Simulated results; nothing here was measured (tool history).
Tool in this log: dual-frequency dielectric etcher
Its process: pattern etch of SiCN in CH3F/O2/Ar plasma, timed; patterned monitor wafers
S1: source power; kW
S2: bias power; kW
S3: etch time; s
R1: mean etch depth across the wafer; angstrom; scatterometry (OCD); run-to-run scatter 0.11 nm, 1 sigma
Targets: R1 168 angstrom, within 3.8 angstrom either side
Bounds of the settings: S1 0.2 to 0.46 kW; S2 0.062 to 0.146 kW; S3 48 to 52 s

run 1 hour=0 | S1=0.33 S2=0.104 S3=52 | R1=198.14
run 2 hour=6.3 | S1=0.31 S2=0.101 S3=52 | R1=192.35
run 3 hour=14 | S1=0.29 S2=0.101 S3=52 | R1=187.28
run 4 hour=15.6 | S1=0.27 S2=0.099 S3=52 | R1=179.55
run 5 hour=18.2 | S1=0.33 S2=0.099 S3=52 | R1=195.08
run 6 hour=26.1 | S1=0.33 S2=0.112 S3=52 | R1=206.62
run 7 hour=34.7 | S1=0.31 S2=0.109 S3=52 | R1=200.83
run 8 hour=37.8 | S1=0.29 S2=0.106 S3=52 | R1=193.53
run 9 hour=44.6 | S1=0.28 S2=0.103 S3=52 | R1=187.37
run 10 hour=47.9 | S1=0.27 S2=0.101 S3=52 | R1=186.24
run 11 hour=53.7 | S1=0.26 S2=0.098 S3=52 | R1=180.51
run 12 hour=60.2 | S1=0.25 S2=0.097 S3=52 | R1=174.24

Consider the 4 candidate settings below. Which is the only one whose results all fall within their allowed miss of target?
run A hour=66.7 | S1=0.32 S2=0.093 S3=51.5 | R1=?
run B hour=66.7 | S1=0.26 S2=0.102 S3=48 | R1=?
run C hour=66.7 | S1=0.24 S2=0.101 S3=52 | R1=?
run D hour=66.7 | S1=0.27 S2=0.101 S3=52 | R1=?

move=A R1=185.51
move=B R1=168.28
move=C R1=176.35
move=D R1=183.83
A: the biggest miss grows against the last run
B: every result lands within tolerance
C: the biggest miss grows against the last run
D: the biggest miss grows against the last run
The move that meets every target is B.

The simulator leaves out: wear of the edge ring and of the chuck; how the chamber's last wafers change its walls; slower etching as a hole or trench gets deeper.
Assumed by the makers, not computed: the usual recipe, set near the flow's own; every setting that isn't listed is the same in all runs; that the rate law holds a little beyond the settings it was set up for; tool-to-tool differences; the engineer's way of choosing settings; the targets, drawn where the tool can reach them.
